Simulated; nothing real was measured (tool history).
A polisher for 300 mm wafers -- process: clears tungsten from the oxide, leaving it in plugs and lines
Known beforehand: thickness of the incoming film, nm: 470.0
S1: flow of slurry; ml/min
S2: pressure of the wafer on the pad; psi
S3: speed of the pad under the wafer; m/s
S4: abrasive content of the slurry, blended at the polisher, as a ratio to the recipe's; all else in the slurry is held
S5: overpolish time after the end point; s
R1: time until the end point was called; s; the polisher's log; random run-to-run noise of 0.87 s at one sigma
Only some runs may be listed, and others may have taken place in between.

Run 1, hour 0: S1 175 ml/min, S2 4.1 psi, S3 1.26 m/s, S4 1, S5 39 s. Result: R1 67.896 s.
Run 2, hour 4.9: S1 175 ml/min, S2 4.1 psi, S3 1.26 m/s, S4 1.15, S5 39 s. Result: R1 64.691 s.
Run 3, hour 11.4: S1 175 ml/min, S2 3.9 psi, S3 1.26 m/s, S4 1.15, S5 39 s. Result: R1 68.031 s.
Run 4, hour 12.6: S1 175 ml/min, S2 3.9 psi, S3 1.38 m/s, S4 1.15, S5 39 s. Result: R1 63.191 s.
Run 5, hour 21.2: S1 175 ml/min, S2 3.9 psi, S3 1.38 m/s, S4 1.15, S5 39 s. Result: R1 64.236 s.
Run 6, hour 23.9: S1 175 ml/min, S2 3.9 psi, S3 1.38 m/s, S4 1.25, S5 39 s. Result: R1 61.002 s.
Run 7, hour 25.4: S1 160 ml/min, S2 2.8 psi, S3 1.36 m/s, S4 1.25, S5 39 s. Result: R1 86.375 s.
Run 8, hour 32.7: S1 155 ml/min, S2 2.8 psi, S3 1.36 m/s, S4 1.25, S5 39 s. Result: R1 86.713 s.
Run 9, hour 40.9: S1 145 ml/min, S2 2.4 psi, S3 1.36 m/s, S4 1.25, S5 39 s. Result: R1 100.33 s.
Run 10, hour 47.2: S1 150 ml/min, S2 2.4 psi, S3 1.36 m/s, S4 1.25, S5 39 s. Result: R1 100.03 s.
Run 11, hour 55.9: S1 155 ml/min, S2 2.4 psi, S3 1.36 m/s, S4 1.25, S5 39 s. Result: R1 100.94 s.

For run 12, what comes out?
Run 12, hour 60.5: S1 155 ml/min, S2 2.7 psi, S3 1.36 m/s, S4 1.25, S5 39 s. Result: R1 ?.

R1: 89.408 s
